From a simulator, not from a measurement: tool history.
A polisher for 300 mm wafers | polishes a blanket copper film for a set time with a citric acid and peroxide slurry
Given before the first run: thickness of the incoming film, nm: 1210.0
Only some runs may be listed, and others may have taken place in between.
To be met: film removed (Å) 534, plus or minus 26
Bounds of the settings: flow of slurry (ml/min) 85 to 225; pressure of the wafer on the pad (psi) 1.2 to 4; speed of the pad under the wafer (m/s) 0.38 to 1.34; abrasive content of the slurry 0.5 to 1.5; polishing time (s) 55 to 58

run	day	flow of slurry (ml/min)	pressure of the wafer on the pad (psi)	speed of the pad under the wafer (m/s)	abrasive content of the slurry	polishing time (s)	film removed (Å)
1	0	145	2.6	0.86	1	55	810.41
2	0.071	145	2.2	0.86	1	55	746.32
3	0.358	145	2.8	0.86	1	55	847.01
4	0.633	145	2.8	0.86	1.2	55	858.86
5	0.762	145	2.4	0.84	1.2	55	790.88
6	0.796	145	2.1	0.8	1.2	55	702.6
7	0.979	145	1.9	0.78	1.2	55	640.99
8	1.342	145	1.9	0.78	1.2	55	631.55
9	1.65	145	1.8	0.78	1.2	55	620.97
10	1.921	145	1.7	0.78	1.2	55	599.96
11	2.183	145	1.6	0.78	1.2	55	576.73
12	2.367	145	1.5	0.78	1.2	55	582.6
13	2.679	145	1.4	0.78	1.2	55	558.63

Of the 5 settings listed for the next run, only one would bring every result within its allowed miss of target. Which one?
A	2.992	120	1.9	0.74	1.2	55	?
B	2.992	135	1.4	0.82	1.35	58	?
C	2.992	155	1.7	0.6	1.25	55	?
D	2.992	135	1.4	0.78	1.25	58	?
E	2.992	165	1.2	0.76	1.45	55	?

move	film removed (Å)
A	595.62
B	627.88
C	485.08
D	589.26
E	543.72
A: its largest miss is bigger than the last run's
B: its largest miss is bigger than the last run's
C: moves the result that the last run missed by most past its target, out the other side
D: its largest miss is bigger than the last run's
E: meets every target
E meets every target.
